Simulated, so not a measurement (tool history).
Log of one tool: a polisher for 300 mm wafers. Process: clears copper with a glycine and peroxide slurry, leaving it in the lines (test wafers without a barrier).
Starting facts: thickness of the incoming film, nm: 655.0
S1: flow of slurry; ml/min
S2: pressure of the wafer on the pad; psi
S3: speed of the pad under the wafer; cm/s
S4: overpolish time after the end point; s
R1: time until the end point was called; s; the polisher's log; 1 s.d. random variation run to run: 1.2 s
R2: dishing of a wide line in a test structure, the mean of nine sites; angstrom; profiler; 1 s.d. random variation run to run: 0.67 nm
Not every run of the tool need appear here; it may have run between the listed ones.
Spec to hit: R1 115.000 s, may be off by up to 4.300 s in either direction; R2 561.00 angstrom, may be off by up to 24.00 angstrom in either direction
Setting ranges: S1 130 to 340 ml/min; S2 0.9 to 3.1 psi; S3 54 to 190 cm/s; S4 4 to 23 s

run	hour	S1	S2	S3	S4	R1	R2
1	0.0	220	2.0	122	12	150.650	348.08
2	2.3	220	2.2	122	13	139.630	398.46
3	3.7	220	2.3	122	14	132.920	441.95
4	10.1	220	2.4	122	14	130.030	462.72
5	17.0	220	2.4	148	14	111.710	526.44
6	22.6	220	2.4	148	12	108.430	442.71
7	24.4	220	2.4	148	13	108.700	491.20
8	31.7	220	2.4	148	14	108.970	514.62

Which single option among these 5 for the next run brings every result within its allowed miss of target? Just one does.
A	39.0	205	2.4	152	17	?	?
B	39.0	210	2.2	156	16	?	?
C	39.0	215	2.4	156	16	?	?
D	39.0	210	2.9	140	11	?	?
E	39.0	265	2.8	132	14	?	?

move	R1	R2
A	108.820	621.50
B	114.270	564.63
C	105.700	605.29
D	98.845	471.03
E	104.070	554.69
A: takes the biggest miss from the last run beyond its target
B: in spec on every target
C: takes the biggest miss from the last run beyond its target
D: further off than the last run
E: gets the furthest-off result to its target, but another result is out of tolerance
The right move is B.

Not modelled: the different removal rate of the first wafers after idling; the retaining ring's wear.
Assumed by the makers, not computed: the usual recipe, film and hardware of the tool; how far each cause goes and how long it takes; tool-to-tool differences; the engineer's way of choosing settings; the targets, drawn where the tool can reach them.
